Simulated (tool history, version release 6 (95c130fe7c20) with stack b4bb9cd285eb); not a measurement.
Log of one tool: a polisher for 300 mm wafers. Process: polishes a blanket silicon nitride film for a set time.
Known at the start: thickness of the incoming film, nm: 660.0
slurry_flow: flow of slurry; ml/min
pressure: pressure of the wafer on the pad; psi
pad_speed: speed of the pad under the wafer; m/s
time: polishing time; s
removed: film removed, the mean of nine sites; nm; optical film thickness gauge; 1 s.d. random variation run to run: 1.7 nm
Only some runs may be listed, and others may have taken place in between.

run,hour,slurry_flow,pressure,pad_speed,time,removed
1,0,170,3.3,1.04,58,81.152
2,6.4,135,3.3,1.04,58,79.834
3,9.5,135,3.4,1.04,58,81.366
4,18,175,3.4,1.04,58,81.918
5,21.2,175,3.4,1.2,58,97.825
6,25.7,135,3.4,1.2,58,89.543
7,31.1,135,3.5,1.2,58,95.6
8,31.8,135,3.6,1.2,58,95.851
9,40.1,135,3.7,1.2,58,96.033
10,43.1,135,3.8,1.2,58,102.19
11,51.8,135,3.9,1.2,58,104.28

Predict the results of run 12:
12,53.7,135,4,1.2,58,?

removed: 105.26 nm

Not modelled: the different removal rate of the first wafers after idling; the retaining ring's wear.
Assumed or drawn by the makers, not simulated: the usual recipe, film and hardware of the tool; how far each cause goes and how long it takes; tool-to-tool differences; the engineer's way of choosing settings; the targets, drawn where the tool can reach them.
